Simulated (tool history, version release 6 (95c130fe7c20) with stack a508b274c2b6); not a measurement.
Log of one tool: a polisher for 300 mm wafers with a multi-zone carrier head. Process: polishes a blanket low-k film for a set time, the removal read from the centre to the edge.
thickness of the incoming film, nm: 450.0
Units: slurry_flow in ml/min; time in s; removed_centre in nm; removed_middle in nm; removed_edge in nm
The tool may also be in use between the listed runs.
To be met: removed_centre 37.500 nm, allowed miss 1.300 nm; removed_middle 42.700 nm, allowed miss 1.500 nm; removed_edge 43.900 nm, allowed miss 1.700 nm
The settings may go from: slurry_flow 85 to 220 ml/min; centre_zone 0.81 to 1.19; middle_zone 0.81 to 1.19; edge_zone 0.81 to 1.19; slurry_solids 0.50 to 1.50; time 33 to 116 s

run 1 hour=0.0 | slurry_flow=140 centre_zone=1.00 middle_zone=1.00 edge_zone=1.00 slurry_solids=1.00 time=74 | removed_centre=36.405 removed_middle=34.960 removed_edge=35.615
run 2 hour=6.0 | slurry_flow=150 centre_zone=0.98 middle_zone=1.01 edge_zone=1.04 slurry_solids=1.05 time=74 | removed_centre=36.315 removed_middle=36.862 removed_edge=37.970
run 3 hour=7.6 | slurry_flow=150 centre_zone=1.06 middle_zone=1.01 edge_zone=1.04 slurry_solids=1.05 time=74 | removed_centre=39.107 removed_middle=36.786 removed_edge=37.959
run 4 hour=11.7 | slurry_flow=160 centre_zone=1.04 middle_zone=1.02 edge_zone=1.07 slurry_solids=1.05 time=74 | removed_centre=38.940 removed_middle=37.363 removed_edge=38.689
run 5 hour=19.5 | slurry_flow=130 centre_zone=1.04 middle_zone=1.02 edge_zone=1.07 slurry_solids=1.05 time=74 | removed_centre=37.353 removed_middle=36.535 removed_edge=37.877
run 6 hour=23.0 | slurry_flow=130 centre_zone=1.04 middle_zone=1.02 edge_zone=1.07 slurry_solids=1.05 time=57 | removed_centre=29.051 removed_middle=27.612 removed_edge=29.504
run 7 hour=24.7 | slurry_flow=135 centre_zone=1.03 middle_zone=1.04 edge_zone=1.09 slurry_solids=1.15 time=58 | removed_centre=30.356 removed_middle=30.763 removed_edge=31.547
run 8 hour=27.2 | slurry_flow=140 centre_zone=1.02 middle_zone=1.04 edge_zone=1.11 slurry_solids=1.20 time=60 | removed_centre=32.452 removed_middle=32.077 removed_edge=33.238
run 9 hour=36.1 | slurry_flow=140 centre_zone=1.02 middle_zone=1.04 edge_zone=1.11 slurry_solids=1.20 time=60 | removed_centre=32.580 removed_middle=32.492 removed_edge=34.203
run 10 hour=44.1 | slurry_flow=145 centre_zone=1.00 middle_zone=1.05 edge_zone=1.13 slurry_solids=1.25 time=60 | removed_centre=32.143 removed_middle=33.050 removed_edge=34.678
run 11 hour=48.7 | slurry_flow=150 centre_zone=0.99 middle_zone=1.06 edge_zone=1.14 slurry_solids=1.30 time=61 | removed_centre=33.734 removed_middle=34.473 removed_edge=35.791
run 12 hour=50.6 | slurry_flow=150 centre_zone=0.97 middle_zone=1.07 edge_zone=1.15 slurry_solids=1.35 time=63 | removed_centre=34.794 removed_middle=36.047 removed_edge=38.280
run 13 hour=55.7 | slurry_flow=155 centre_zone=0.96 middle_zone=1.09 edge_zone=1.16 slurry_solids=1.40 time=64 | removed_centre=35.534 removed_middle=38.863 removed_edge=40.398
run 14 hour=64.3 | slurry_flow=160 centre_zone=0.95 middle_zone=1.10 edge_zone=1.17 slurry_solids=1.40 time=64 | removed_centre=34.926 removed_middle=39.530 removed_edge=40.164

Which of these 4 next moves meets every target?
run A hour=72.9 | slurry_flow=115 centre_zone=0.95 middle_zone=1.14 edge_zone=1.19 slurry_solids=1.35 time=73 | removed_centre=? removed_middle=? removed_edge=?
run B hour=72.9 | slurry_flow=175 centre_zone=0.91 middle_zone=0.95 edge_zone=1.17 slurry_solids=1.50 time=68 | removed_centre=? removed_middle=? removed_edge=?
run C hour=72.9 | slurry_flow=150 centre_zone=0.99 middle_zone=1.12 edge_zone=1.13 slurry_solids=1.50 time=65 | removed_centre=? removed_middle=? removed_edge=?
run D hour=72.9 | slurry_flow=130 centre_zone=0.81 middle_zone=1.05 edge_zone=1.19 slurry_solids=1.45 time=70 | removed_centre=? removed_middle=? removed_edge=?

move=A removed_centre=37.176 removed_middle=42.717 removed_edge=43.656
move=B removed_centre=37.163 removed_middle=37.937 removed_edge=44.132
move=C removed_centre=37.749 removed_middle=40.751 removed_edge=40.667
move=D removed_centre=31.938 removed_middle=40.117 removed_edge=43.740
A: meets every target
B: brings the result that was furthest off to its target, and leaves another outside
C: nearer than the last run, and not there yet
D: brings the result that was furthest off to its target, and leaves another outside
Move A is the one to make.
